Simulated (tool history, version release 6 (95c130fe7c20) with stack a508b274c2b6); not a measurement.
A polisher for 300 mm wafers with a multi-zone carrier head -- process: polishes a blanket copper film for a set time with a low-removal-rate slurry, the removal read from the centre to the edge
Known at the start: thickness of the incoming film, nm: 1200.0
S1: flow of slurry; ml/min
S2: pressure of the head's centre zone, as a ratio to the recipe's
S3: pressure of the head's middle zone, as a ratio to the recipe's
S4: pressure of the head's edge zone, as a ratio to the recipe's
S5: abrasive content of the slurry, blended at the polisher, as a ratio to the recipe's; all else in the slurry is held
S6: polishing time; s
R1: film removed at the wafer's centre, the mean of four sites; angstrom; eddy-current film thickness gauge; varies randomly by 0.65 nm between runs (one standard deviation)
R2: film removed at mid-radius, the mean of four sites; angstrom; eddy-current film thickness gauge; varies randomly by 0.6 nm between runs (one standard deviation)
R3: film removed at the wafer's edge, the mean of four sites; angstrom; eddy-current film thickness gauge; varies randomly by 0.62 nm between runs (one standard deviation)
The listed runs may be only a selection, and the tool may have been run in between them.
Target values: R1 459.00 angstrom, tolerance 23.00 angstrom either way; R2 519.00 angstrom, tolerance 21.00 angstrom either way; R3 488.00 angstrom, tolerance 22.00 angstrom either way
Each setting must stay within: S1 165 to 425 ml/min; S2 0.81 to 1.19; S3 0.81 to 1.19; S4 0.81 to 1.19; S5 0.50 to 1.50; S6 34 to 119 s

{"run": 1, "hour": 0.0, "S1": 275, "S2": 1.0, "S3": 1.0, "S4": 1.0, "S5": 1.0, "S6": 76, "R1": 1005.1, "R2": 1043.4, "R3": 1034.6}
{"run": 2, "hour": 2.7, "S1": 260, "S2": 0.98, "S3": 1.0, "S4": 0.97, "S5": 0.85, "S6": 65, "R1": 851.94, "R2": 870.75, "R3": 858.38}
{"run": 3, "hour": 8.2, "S1": 260, "S2": 1.01, "S3": 1.0, "S4": 0.97, "S5": 0.85, "S6": 65, "R1": 836.6, "R2": 880.09, "R3": 834.1}
{"run": 4, "hour": 13.2, "S1": 260, "S2": 1.01, "S3": 1.0, "S4": 0.97, "S5": 0.85, "S6": 48, "R1": 622.64, "R2": 635.04, "R3": 631.54}
{"run": 5, "hour": 20.0, "S1": 260, "S2": 1.01, "S3": 1.0, "S4": 0.92, "S5": 0.85, "S6": 48, "R1": 633.0, "R2": 638.6, "R3": 604.14}
{"run": 6, "hour": 23.8, "S1": 260, "S2": 1.01, "S3": 1.0, "S4": 0.92, "S5": 0.85, "S6": 57, "R1": 748.18, "R2": 749.81, "R3": 705.76}
{"run": 7, "hour": 29.8, "S1": 240, "S2": 0.98, "S3": 1.01, "S4": 0.92, "S5": 0.8, "S6": 51, "R1": 641.59, "R2": 684.96, "R3": 641.48}
{"run": 8, "hour": 34.2, "S1": 250, "S2": 0.92, "S3": 0.98, "S4": 0.87, "S5": 0.55, "S6": 34, "R1": 381.92, "R2": 427.09, "R3": 402.81}
{"run": 9, "hour": 38.1, "S1": 250, "S2": 0.94, "S3": 1.0, "S4": 0.91, "S5": 0.6, "S6": 34, "R1": 389.19, "R2": 436.4, "R3": 410.2}
{"run": 10, "hour": 41.7, "S1": 255, "S2": 0.97, "S3": 1.03, "S4": 0.99, "S5": 0.85, "S6": 41, "R1": 507.66, "R2": 575.31, "R3": 528.68}
{"run": 11, "hour": 47.3, "S1": 260, "S2": 0.96, "S3": 1.02, "S4": 0.98, "S5": 0.8, "S6": 41, "R1": 515.32, "R2": 555.85, "R3": 530.99}
{"run": 12, "hour": 51.5, "S1": 260, "S2": 0.94, "S3": 1.02, "S4": 0.97, "S5": 0.75, "S6": 41, "R1": 501.03, "R2": 558.79, "R3": 532.22}
{"run": 13, "hour": 57.9, "S1": 255, "S2": 0.94, "S3": 1.02, "S4": 0.96, "S5": 0.7, "S6": 41, "R1": 486.51, "R2": 551.77, "R3": 514.22}

Below are 4 possible settings for the next run. Only one of them brings all results inside the allowed miss of their targets. Which is it?
{"run": "A", "hour": 64.3, "S1": 215, "S2": 0.93, "S3": 0.97, "S4": 1.1, "S5": 0.7, "S6": 41, "R1": "?", "R2": "?", "R3": "?"}
{"run": "B", "hour": 64.3, "S1": 290, "S2": 0.91, "S3": 1.01, "S4": 0.93, "S5": 0.55, "S6": 40, "R1": "?", "R2": "?", "R3": "?"}
{"run": "C", "hour": 64.3, "S1": 210, "S2": 0.81, "S3": 1.08, "S4": 1.07, "S5": 0.55, "S6": 45, "R1": "?", "R2": "?", "R3": "?"}
{"run": "D", "hour": 64.3, "S1": 235, "S2": 0.81, "S3": 0.96, "S4": 1.03, "S5": 0.9, "S6": 42, "R1": "?", "R2": "?", "R3": "?"}

move=A R1=478.55 R2=511.99 R3=557.92
move=B R1=461.94 R2=518.81 R3=500.75
move=C R1=455.35 R2=597.55 R3=585.79
move=D R1=457.16 R2=542.67 R3=576.21
A: corrects the largest miss of the last run, while another result sits out of spec
B: each result inside its tolerance
C: misses by more than the last run did
D: misses by more than the last run did
B meets every target.
